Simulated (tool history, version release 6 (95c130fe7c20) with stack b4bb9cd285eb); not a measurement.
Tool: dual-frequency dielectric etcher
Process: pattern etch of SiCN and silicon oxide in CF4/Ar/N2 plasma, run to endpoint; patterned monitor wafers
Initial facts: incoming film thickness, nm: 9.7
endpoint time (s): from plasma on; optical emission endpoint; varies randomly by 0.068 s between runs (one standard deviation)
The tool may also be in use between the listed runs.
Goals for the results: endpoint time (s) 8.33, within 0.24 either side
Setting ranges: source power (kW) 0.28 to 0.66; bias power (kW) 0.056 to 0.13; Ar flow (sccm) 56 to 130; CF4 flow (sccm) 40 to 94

Run 1, hour 0: source power (kW) 0.47, bias power (kW) 0.093, Ar flow (sccm) 93, CF4 flow (sccm) 67. Result: endpoint time (s) 9.6021.
Run 2, hour 4.3: source power (kW) 0.47, bias power (kW) 0.093, Ar flow (sccm) 93, CF4 flow (sccm) 61. Result: endpoint time (s) 9.5596.
Run 3, hour 11.5: source power (kW) 0.49, bias power (kW) 0.094, Ar flow (sccm) 93, CF4 flow (sccm) 61. Result: endpoint time (s) 9.1995.
Run 4, hour 12.6: source power (kW) 0.5, bias power (kW) 0.094, Ar flow (sccm) 93, CF4 flow (sccm) 61. Result: endpoint time (s) 8.9857.
Run 5, hour 16.9: source power (kW) 0.51, bias power (kW) 0.094, Ar flow (sccm) 93, CF4 flow (sccm) 61. Result: endpoint time (s) 8.9816.
Run 6, hour 18.2: source power (kW) 0.52, bias power (kW) 0.094, Ar flow (sccm) 93, CF4 flow (sccm) 61. Result: endpoint time (s) 8.8029.
Run 7, hour 22.8: source power (kW) 0.53, bias power (kW) 0.094, Ar flow (sccm) 93, CF4 flow (sccm) 61. Result: endpoint time (s) 8.6523.
Run 8, hour 23.5: source power (kW) 0.54, bias power (kW) 0.094, Ar flow (sccm) 93, CF4 flow (sccm) 61. Result: endpoint time (s) 8.7423.

Exercise: of the 5 proposed moves below, exactly one satisfies all targets within the stated allowed misses. Which move is it?
Run A, hour 24.2: source power (kW) 0.48, bias power (kW) 0.097, Ar flow (sccm) 111, CF4 flow (sccm) 64. Result: endpoint time (s) ?.
Run B, hour 24.2: source power (kW) 0.57, bias power (kW) 0.086, Ar flow (sccm) 87, CF4 flow (sccm) 62. Result: endpoint time (s) ?.
Run C, hour 24.2: source power (kW) 0.52, bias power (kW) 0.083, Ar flow (sccm) 103, CF4 flow (sccm) 66. Result: endpoint time (s) ?.
Run D, hour 24.2: source power (kW) 0.49, bias power (kW) 0.11, Ar flow (sccm) 88, CF4 flow (sccm) 54. Result: endpoint time (s) ?.
Run E, hour 24.2: source power (kW) 0.49, bias power (kW) 0.108, Ar flow (sccm) 100, CF4 flow (sccm) 47. Result: endpoint time (s) ?.

move  endpoint time (s)
   A             9.6093
   B             8.3412
   C             9.2151
   D             9.0634
   E             9.5726
A: lands further from the targets than the last run did
B: in spec on every target
C: lands further from the targets than the last run did
D: lands further from the targets than the last run did
E: lands further from the targets than the last run did
Answer: B
